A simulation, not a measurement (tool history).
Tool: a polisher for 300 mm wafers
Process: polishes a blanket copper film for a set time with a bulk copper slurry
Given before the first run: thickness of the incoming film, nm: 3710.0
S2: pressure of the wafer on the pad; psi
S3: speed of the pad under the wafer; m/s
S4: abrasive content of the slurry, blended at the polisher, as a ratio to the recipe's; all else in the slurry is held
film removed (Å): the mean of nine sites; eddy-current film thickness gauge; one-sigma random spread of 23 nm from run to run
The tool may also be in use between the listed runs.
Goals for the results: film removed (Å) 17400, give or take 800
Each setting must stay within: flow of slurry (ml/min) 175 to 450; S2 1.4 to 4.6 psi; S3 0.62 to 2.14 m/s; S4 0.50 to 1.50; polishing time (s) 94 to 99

run 1 hour=0.0 | flow_of_slurry_(ml/min)=290 S2=3.0 S3=1.38 S4=1.00 polishing_time_(s)=94 | film_removed_(Å)=9805
run 2 hour=4.8 | flow_of_slurry_(ml/min)=290 S2=3.3 S3=1.40 S4=1.00 polishing_time_(s)=94 | film_removed_(Å)=11134
run 3 hour=12.2 | flow_of_slurry_(ml/min)=290 S2=3.6 S3=1.40 S4=1.00 polishing_time_(s)=94 | film_removed_(Å)=12047
run 4 hour=19.1 | flow_of_slurry_(ml/min)=290 S2=3.6 S3=1.40 S4=1.00 polishing_time_(s)=99 | film_removed_(Å)=12722
run 5 hour=25.1 | flow_of_slurry_(ml/min)=290 S2=3.8 S3=1.40 S4=1.00 polishing_time_(s)=99 | film_removed_(Å)=13328
run 6 hour=30.2 | flow_of_slurry_(ml/min)=290 S2=4.2 S3=1.40 S4=1.00 polishing_time_(s)=99 | film_removed_(Å)=14653
run 7 hour=34.6 | flow_of_slurry_(ml/min)=290 S2=4.3 S3=1.42 S4=1.00 polishing_time_(s)=99 | film_removed_(Å)=15479
run 8 hour=37.0 | flow_of_slurry_(ml/min)=290 S2=4.6 S3=1.44 S4=1.00 polishing_time_(s)=99 | film_removed_(Å)=16422

Exactly one of the 4 candidate moves below puts every result within its allowed miss. Which one?
run A hour=39.4 | flow_of_slurry_(ml/min)=320 S2=4.6 S3=1.34 S4=0.90 polishing_time_(s)=99 | film_removed_(Å)=?
run B hour=39.4 | flow_of_slurry_(ml/min)=315 S2=4.5 S3=1.36 S4=1.10 polishing_time_(s)=94 | film_removed_(Å)=?
run C hour=39.4 | flow_of_slurry_(ml/min)=310 S2=4.5 S3=1.44 S4=0.90 polishing_time_(s)=94 | film_removed_(Å)=?
run D hour=39.4 | flow_of_slurry_(ml/min)=265 S2=4.5 S3=1.56 S4=0.95 polishing_time_(s)=99 | film_removed_(Å)=?

move=A film_removed_(Å)=15409
move=B film_removed_(Å)=15182
move=C film_removed_(Å)=15319
move=D film_removed_(Å)=17440
A: further off than the last run
B: further off than the last run
C: further off than the last run
D: hits every target within its allowed miss
Correct choice: D, which meets every target
